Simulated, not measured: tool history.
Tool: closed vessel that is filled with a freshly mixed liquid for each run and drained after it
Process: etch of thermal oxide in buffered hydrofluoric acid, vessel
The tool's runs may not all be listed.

run  hour  temperature setpoint of the liquid (°C)  parts of 40 % ammonium fluoride to one part of 49 % hydrofluoric acid (parts by volume)  time in the liquid (s)  thickness taken off the thermal oxide on a monitor wafer (nm)
  1     0                                       23                                                                                     21.5                     100                                                         52.331
  2   6.2                                     26.5                                                                                     21.5                     100                                                          63.13
  3  14.1                                       27                                                                                     21.5                     100                                                         64.741
  4  21.4                                     30.5                                                                                     21.5                     100                                                         77.873
  5  27.5                                       27                                                                                     21.5                     100                                                         64.824
  6  34.5                                     27.5                                                                                     21.5                     100                                                         66.358
  7  43.7                                       28                                                                                     21.5                     100                                                         68.045
  8  48.3                                       28                                                                                     21.5                     100                                                         68.294
  9  57.3                                     28.5                                                                                     21.5                     100                                                         70.432

Estimate the outcome of run 10 from the log above:
 10  65.5                                       29                                                                                     21.5                     100                                                              ?

Run 10 came out at thickness taken off the thermal oxide on a monitor wafer (nm) 72.115.
